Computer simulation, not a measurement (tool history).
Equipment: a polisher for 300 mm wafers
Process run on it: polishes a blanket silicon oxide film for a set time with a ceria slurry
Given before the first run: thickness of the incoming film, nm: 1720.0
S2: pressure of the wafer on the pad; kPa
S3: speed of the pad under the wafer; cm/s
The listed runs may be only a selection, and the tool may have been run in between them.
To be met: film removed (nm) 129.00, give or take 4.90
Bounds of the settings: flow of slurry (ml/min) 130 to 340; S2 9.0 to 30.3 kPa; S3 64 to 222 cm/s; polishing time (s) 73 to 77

Run 1, day 0.000: flow of slurry (ml/min) 220, S2 19.3 kPa, S3 142 cm/s, polishing time (s) 73. Result: film removed (nm) 336.05.
Run 2, day 0.196: flow of slurry (ml/min) 220, S2 16.5 kPa, S3 142 cm/s, polishing time (s) 73. Result: film removed (nm) 290.18.
Run 3, day 0.267: flow of slurry (ml/min) 265, S2 16.5 kPa, S3 142 cm/s, polishing time (s) 73. Result: film removed (nm) 302.59.
Run 4, day 0.404: flow of slurry (ml/min) 265, S2 13.1 kPa, S3 142 cm/s, polishing time (s) 73. Result: film removed (nm) 242.69.
Run 5, day 0.458: flow of slurry (ml/min) 255, S2 11.7 kPa, S3 128 cm/s, polishing time (s) 73. Result: film removed (nm) 195.45.
Run 6, day 0.721: flow of slurry (ml/min) 305, S2 11.7 kPa, S3 128 cm/s, polishing time (s) 73. Result: film removed (nm) 199.47.
Run 7, day 1.033: flow of slurry (ml/min) 300, S2 9.0 kPa, S3 88 cm/s, polishing time (s) 73. Result: film removed (nm) 105.39.
Run 8, day 1.254: flow of slurry (ml/min) 300, S2 9.7 kPa, S3 88 cm/s, polishing time (s) 73. Result: film removed (nm) 116.01.
Run 9, day 1.567: flow of slurry (ml/min) 300, S2 10.3 kPa, S3 88 cm/s, polishing time (s) 73. Result: film removed (nm) 121.01.

Which single option among these 5 for the next run brings every result within its allowed miss of target? Just one does.
Run A, day 1.879: flow of slurry (ml/min) 270, S2 9.7 kPa, S3 86 cm/s, polishing time (s) 76. Result: film removed (nm) ?.
Run B, day 1.879: flow of slurry (ml/min) 275, S2 10.3 kPa, S3 76 cm/s, polishing time (s) 75. Result: film removed (nm) ?.
Run C, day 1.879: flow of slurry (ml/min) 290, S2 9.0 kPa, S3 94 cm/s, polishing time (s) 73. Result: film removed (nm) ?.
Run D, day 1.879: flow of slurry (ml/min) 300, S2 10.3 kPa, S3 90 cm/s, polishing time (s) 76. Result: film removed (nm) ?.
Run E, day 1.879: flow of slurry (ml/min) 260, S2 13.8 kPa, S3 64 cm/s, polishing time (s) 74. Result: film removed (nm) ?.

move  film removed (nm)
   A             114.98
   B             107.91
   C             112.95
   D             129.50
   E             118.40
A: lands further from the targets than the last run did
B: lands further from the targets than the last run did
C: lands further from the targets than the last run did
D: each result inside its tolerance
E: lands further from the targets than the last run did
So the answer is move D, the one that meets all the targets.
